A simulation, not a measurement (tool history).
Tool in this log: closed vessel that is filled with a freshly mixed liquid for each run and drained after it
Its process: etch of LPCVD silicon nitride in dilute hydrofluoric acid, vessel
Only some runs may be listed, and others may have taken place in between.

run  hour  temperature setpoint of the liquid (°C)  parts of water to one part of 49 % hydrofluoric acid (parts by volume)  time in the liquid (s)  thickness taken off the LPCVD silicon nitride on a monitor wafer (nm)
  1     0                                       25                                                                      55                    1510                                                                 14.637
  2   2.2                                     23.5                                                                      55                    1510                                                                 13.035
  3   6.7                                     26.5                                                                      55                    1510                                                                 16.058
  4  11.9                                     24.5                                                                      55                    1510                                                                  13.94
  5  17.3                                       23                                                                      55                    1510                                                                 12.625
  6  18.5                                       22                                                                      55                    1510                                                                 11.672
  7  20.8                                       22                                                                      55                    1510                                                                 11.952
  8  27.6                                       21                                                                      55                    1510                                                                 10.914
  9  32.9                                       20                                                                      55                    1510                                                                 10.327

The next listed run, before its measurement:
 10  34.6                                     19.5                                                                      55                    1510                                                                      ?

thickness taken off the LPCVD silicon nitride on a monitor wafer (nm): 9.7967
